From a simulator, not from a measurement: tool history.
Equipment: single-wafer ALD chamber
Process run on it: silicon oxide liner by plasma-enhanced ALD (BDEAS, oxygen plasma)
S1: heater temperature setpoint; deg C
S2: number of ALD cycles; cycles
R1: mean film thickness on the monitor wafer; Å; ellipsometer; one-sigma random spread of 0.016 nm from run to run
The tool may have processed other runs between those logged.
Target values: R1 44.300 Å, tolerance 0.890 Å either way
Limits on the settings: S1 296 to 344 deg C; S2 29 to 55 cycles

run,day,S1,S2,R1
1,0.000,320,42,37.032
2,0.058,311,42,37.597
3,0.362,311,39,34.949
4,0.442,311,40,36.015
5,0.721,300,40,37.219
6,0.992,300,35,32.637
7,1.212,300,36,33.625
8,1.242,300,37,34.404
9,1.438,300,38,35.526
10,1.738,300,39,36.355
11,1.833,298,46,43.153

Exactly one of the 4 candidate moves below puts every result within its allowed miss. Which one?
A,1.929,304,48,?
B,1.929,296,50,?
C,1.929,296,45,?
D,1.929,298,49,?

move,R1
A,44.148
B,47.498
C,42.748
D,46.178
A: every result within its allowed miss
B: takes the result that was furthest off past its target
C: lands further from the targets than the last run did
D: takes the result that was furthest off past its target
A is the move that brings every result within its allowed miss.
